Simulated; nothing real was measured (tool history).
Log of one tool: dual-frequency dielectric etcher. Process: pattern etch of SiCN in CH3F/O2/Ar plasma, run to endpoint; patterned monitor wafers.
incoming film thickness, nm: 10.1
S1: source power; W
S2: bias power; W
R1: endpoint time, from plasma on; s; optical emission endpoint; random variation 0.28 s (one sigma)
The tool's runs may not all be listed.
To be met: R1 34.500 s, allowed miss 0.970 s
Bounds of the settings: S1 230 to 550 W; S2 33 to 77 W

Run 1, hour 0.0: S1 390 W, S2 55 W. Result: R1 27.912 s.
Run 2, hour 3.0: S1 340 W, S2 55 W. Result: R1 29.473 s.
Run 3, hour 11.3: S1 340 W, S2 63 W. Result: R1 28.263 s.
Run 4, hour 20.1: S1 290 W, S2 63 W. Result: R1 29.737 s.
Run 5, hour 23.4: S1 290 W, S2 68 W. Result: R1 28.758 s.
Run 6, hour 29.7: S1 290 W, S2 60 W. Result: R1 30.886 s.
Run 7, hour 31.9: S1 280 W, S2 59 W. Result: R1 31.403 s.
Run 8, hour 35.5: S1 270 W, S2 58 W. Result: R1 31.510 s.
Run 9, hour 44.3: S1 260 W, S2 57 W. Result: R1 32.526 s.

4 next moves are on the table. One of them brings every result within its allowed miss. Which?
Run A, hour 53.1: S1 270 W, S2 46 W. Result: R1 ?.
Run B, hour 53.1: S1 290 W, S2 55 W. Result: R1 ?.
Run C, hour 53.1: S1 310 W, S2 59 W. Result: R1 ?.
Run D, hour 53.1: S1 310 W, S2 60 W. Result: R1 ?.

move      R1
   A  34.528
   B  31.412
   C  29.795
   D  29.608
A: meets every target
B: further off than the last run
C: further off than the last run
D: further off than the last run
The right move is A.

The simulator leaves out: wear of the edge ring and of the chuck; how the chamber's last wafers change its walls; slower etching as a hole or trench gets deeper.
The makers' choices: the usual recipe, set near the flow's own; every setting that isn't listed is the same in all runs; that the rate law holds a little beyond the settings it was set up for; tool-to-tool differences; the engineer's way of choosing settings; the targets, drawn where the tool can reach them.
